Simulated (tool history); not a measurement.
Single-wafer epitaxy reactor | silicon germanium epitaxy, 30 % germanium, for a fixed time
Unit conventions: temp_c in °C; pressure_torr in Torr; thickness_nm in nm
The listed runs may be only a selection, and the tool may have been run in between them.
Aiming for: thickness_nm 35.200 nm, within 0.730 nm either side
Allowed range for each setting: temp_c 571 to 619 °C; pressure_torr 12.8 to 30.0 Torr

run,day,temp_c,pressure_torr,thickness_nm
1,0.000,595,21.4,44.695
2,0.092,606,21.4,53.886
3,0.408,606,19.2,50.354
4,0.492,601,19.1,46.710
5,0.808,601,22.9,51.212
6,0.883,596,22.8,46.994
7,1.083,592,22.7,44.278
8,1.238,592,22.7,44.372
9,1.446,589,22.6,42.082
10,1.708,577,22.3,33.897
# day 1.946: pyrometer calibrated
11,1.946,578,22.3,36.668
12,2.183,578,22.3,36.408

Below are 5 possible settings for the next run. Only one of them brings all results inside the allowed miss of their targets. Which is it?
A,2.421,582,22.5,?
B,2.421,579,22.3,?
C,2.421,571,25.5,?
D,2.421,576,24.2,?
E,2.421,572,27.2,?

move,thickness_nm
A,39.601
B,37.475
C,35.191
D,37.256
E,37.027
A: moves away from the targets compared with the last run
B: moves away from the targets compared with the last run
C: in spec on every target
D: moves away from the targets compared with the last run
E: moves away from the targets compared with the last run
Answer: C
